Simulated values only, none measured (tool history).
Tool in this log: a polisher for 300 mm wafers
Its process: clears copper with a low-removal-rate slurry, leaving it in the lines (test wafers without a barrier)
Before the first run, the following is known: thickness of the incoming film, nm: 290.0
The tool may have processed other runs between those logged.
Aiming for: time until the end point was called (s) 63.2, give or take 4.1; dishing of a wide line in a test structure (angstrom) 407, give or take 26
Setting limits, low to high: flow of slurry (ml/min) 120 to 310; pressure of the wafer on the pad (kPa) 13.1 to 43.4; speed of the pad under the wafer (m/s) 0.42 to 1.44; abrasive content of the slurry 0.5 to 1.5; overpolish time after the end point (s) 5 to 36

| run | hour | flow of slurry (ml/min) | pressure of the wafer on the pad (kPa) | speed of the pad under the wafer (m/s) | abrasive content of the slurry | overpolish time after the end point (s) | time until the end point was called (s) | dishing of a wide line in a test structure (angstrom) |
|---|---|---|---|---|---|---|---|---|
| 1 | 0 | 200 | 28.3 | 0.92 | 1 | 18 | 82.241 | 383.73 |
| 2 | 5.2 | 200 | 29.6 | 0.92 | 1 | 17 | 81.386 | 391.62 |
| 3 | 9.5 | 175 | 29.6 | 0.92 | 1 | 17 | 77.603 | 399.02 |
| 4 | 11.9 | 130 | 29.6 | 0.92 | 1 | 17 | 84.162 | 369.35 |
| 5 | 15.4 | 120 | 29.6 | 0.92 | 1 | 17 | 86.117 | 384.67 |
| 6 | 19.6 | 120 | 29.6 | 0.92 | 1 | 25 | 84.329 | 499.11 |
| 7 | 23.1 | 130 | 31 | 0.92 | 1 | 22 | 80.264 | 458.57 |
| 8 | 29.3 | 135 | 32.4 | 0.92 | 1 | 20 | 77.283 | 473.48 |
| 9 | 34.8 | 145 | 33.1 | 0.94 | 1 | 18 | 75.72 | 443.81 |
| 10 | 39 | 150 | 33.8 | 0.96 | 1 | 16 | 70.335 | 417.25 |
| 11 | 42.3 | 150 | 34.5 | 0.96 | 1 | 15 | 70.932 | 403.34 |
| 12 | 45.6 | 150 | 35.2 | 0.96 | 1 | 14 | 70.688 | 385.43 |

Which one of the following 5 next-run settings gets every result inside its allowed miss? There is exactly one.
| A | 48.9 | 145 | 42.1 | 0.9 | 0.8 | 14 | ? | ? |
| B | 48.9 | 165 | 39.3 | 0.54 | 0.95 | 17 | ? | ? |
| C | 48.9 | 155 | 29.6 | 0.78 | 1.2 | 20 | ? | ? |
| D | 48.9 | 125 | 31 | 1.14 | 1.1 | 12 | ? | ? |
| E | 48.9 | 170 | 33.8 | 0.78 | 0.95 | 20 | ? | ? |

| move | time until the end point was called (s) | dishing of a wide line in a test structure (angstrom) |
|---|---|---|
| A | 63.143 | 393.5 |
| B | 83.676 | 364.95 |
| C | 86.445 | 401.84 |
| D | 69.12 | 316.8 |
| E | 79.676 | 431.72 |
A: every result within its allowed miss
B: lands further from the targets than the last run did
C: lands further from the targets than the last run did
D: lands further from the targets than the last run did
E: lands further from the targets than the last run did
The right move is A.
